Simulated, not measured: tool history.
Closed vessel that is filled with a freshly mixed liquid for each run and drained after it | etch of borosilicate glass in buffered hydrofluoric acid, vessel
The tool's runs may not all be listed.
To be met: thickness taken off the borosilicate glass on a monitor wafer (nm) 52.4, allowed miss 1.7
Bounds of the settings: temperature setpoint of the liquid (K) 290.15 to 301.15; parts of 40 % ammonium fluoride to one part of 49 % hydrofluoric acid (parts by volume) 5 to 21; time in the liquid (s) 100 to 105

| run | hour | temperature setpoint of the liquid (K) | parts of 40 % ammonium fluoride to one part of 49 % hydrofluoric acid (parts by volume) | time in the liquid (s) | thickness taken off the borosilicate glass on a monitor wafer (nm) |
|---|---|---|---|---|---|
| 1 | 0 | 293.15 | 13 | 100 | 82.74 |
| 2 | 3.2 | 292.15 | 14.5 | 100 | 70.009 |
| 3 | 11.4 | 293.65 | 14.5 | 100 | 75.885 |
| 4 | 20.2 | 293.65 | 18 | 100 | 61.185 |
| 5 | 23.4 | 292.65 | 18 | 100 | 58.896 |
| 6 | 24.8 | 292.65 | 18 | 105 | 60.86 |
| 7 | 27.5 | 292.65 | 18 | 105 | 61.753 |
| 8 | 34.4 | 291.65 | 18 | 105 | 58.545 |

4 next moves are on the table. One of them brings every result within its allowed miss. Which?
| A | 41.3 | 292.65 | 16.5 | 105 | ? |
| B | 41.3 | 290.15 | 17.5 | 100 | ? |
| C | 41.3 | 292.65 | 20 | 105 | ? |
| D | 41.3 | 292.15 | 18 | 105 | ? |

| move | thickness taken off the borosilicate glass on a monitor wafer (nm) |
|---|---|
| A | 66.947 |
| B | 52.335 |
| C | 55.295 |
| D | 59.728 |
A: further off than the last run
B: meets every target
C: nearer than the last run, and not there yet
D: further off than the last run
Answer: B

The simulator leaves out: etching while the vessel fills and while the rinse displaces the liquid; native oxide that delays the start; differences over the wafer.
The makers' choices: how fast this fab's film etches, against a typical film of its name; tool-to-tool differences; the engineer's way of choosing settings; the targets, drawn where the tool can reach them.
